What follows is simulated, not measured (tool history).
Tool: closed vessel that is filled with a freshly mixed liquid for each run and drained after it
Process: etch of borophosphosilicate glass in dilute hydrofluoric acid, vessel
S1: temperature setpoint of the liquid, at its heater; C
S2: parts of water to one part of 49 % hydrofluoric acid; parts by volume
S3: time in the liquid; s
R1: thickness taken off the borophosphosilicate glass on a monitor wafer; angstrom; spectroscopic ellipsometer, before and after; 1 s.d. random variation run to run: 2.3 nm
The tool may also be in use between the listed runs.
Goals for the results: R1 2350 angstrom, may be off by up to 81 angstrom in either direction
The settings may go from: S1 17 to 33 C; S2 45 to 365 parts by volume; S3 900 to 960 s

run  hour    S1   S2   S3      R1
  1     0    25  205  900  963.38
  2   4.9    27  170  900  1307.4
  3   9.1    27  210  900  1014.9
  4  16.1  28.5  180  900  1296.9
  5  17.7    30  180  900  1343.7
  6  20.5  28.5  180  900  1286.4
  7  28.5  29.5  155  900  1611.4
  8    32  30.5  145  900  1803.6
  9    40    31  135  900  1998.4
 10  46.4    31  135  900  1983.4
 11  53.9    33  115  900    2588
 12  55.7  32.5  115  900  2529.2

4 candidate next runs follow, results not yet known. Just one meets every target within its allowed miss. Identify it.
  A  57.5    33  130  960   ?
  B  57.5  30.5  100  900   ?
  C  57.5  31.5  105  900   ?
  D  57.5  32.5  105  900   ?

move      R1
   A  2398.1
   B  2792.7
   C  2738.5
   D  2839.4
A: all results in spec
B: further off than the last run
C: further off than the last run
D: further off than the last run
A is the move that brings every result within its allowed miss.
